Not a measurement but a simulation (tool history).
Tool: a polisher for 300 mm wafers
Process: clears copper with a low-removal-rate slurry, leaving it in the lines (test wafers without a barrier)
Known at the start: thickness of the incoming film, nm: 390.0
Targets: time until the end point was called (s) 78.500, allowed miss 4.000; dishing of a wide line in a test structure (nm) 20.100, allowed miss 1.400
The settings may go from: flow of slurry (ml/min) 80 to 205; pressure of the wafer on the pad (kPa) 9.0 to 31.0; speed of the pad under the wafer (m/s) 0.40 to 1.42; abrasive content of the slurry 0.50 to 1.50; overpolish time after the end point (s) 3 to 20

| run | hour | flow of slurry (ml/min) | pressure of the wafer on the pad (kPa) | speed of the pad under the wafer (m/s) | abrasive content of the slurry | overpolish time after the end point (s) | time until the end point was called (s) | dishing of a wide line in a test structure (nm) |
|---|---|---|---|---|---|---|---|---|
| 1 | 0.0 | 135 | 20.0 | 0.90 | 1.00 | 10 | 142.120 | 16.403 |
| 2 | 8.9 | 135 | 22.1 | 0.90 | 1.00 | 9 | 127.550 | 16.274 |
| 3 | 14.5 | 135 | 23.4 | 0.90 | 1.00 | 9 | 123.990 | 16.991 |
| 4 | 17.3 | 135 | 24.8 | 0.92 | 1.00 | 9 | 115.940 | 17.186 |
| 5 | 24.9 | 135 | 24.8 | 0.92 | 0.85 | 9 | 119.540 | 17.063 |
|  | 29.6 | worn pad replaced by a new one |
| 6 | 29.6 | 135 | 26.2 | 0.94 | 0.85 | 9 | 101.760 | 18.806 |
| 7 | 34.5 | 135 | 26.9 | 0.94 | 0.85 | 9 | 99.733 | 19.034 |
| 8 | 43.0 | 135 | 27.6 | 0.94 | 0.85 | 9 | 96.362 | 19.144 |

4 next moves are on the table. One of them brings every result within its allowed miss. Which?
| A | 51.5 | 165 | 26.2 | 1.22 | 0.80 | 8 | ? | ? |
| B | 51.5 | 155 | 23.4 | 0.92 | 0.90 | 13 | ? | ? |
| C | 51.5 | 155 | 31.0 | 0.88 | 1.10 | 6 | ? | ? |
| D | 51.5 | 125 | 27.6 | 0.78 | 0.95 | 10 | ? | ? |

| move | time until the end point was called (s) | dishing of a wide line in a test structure (nm) |
|---|---|---|
| A | 78.808 | 20.167 |
| B | 113.960 | 21.185 |
| C | 86.641 | 16.418 |
| D | 117.440 | 18.462 |
A: meets every target
B: further off than the last run
C: nearer than the last run, and not there yet
D: further off than the last run
Answer: A
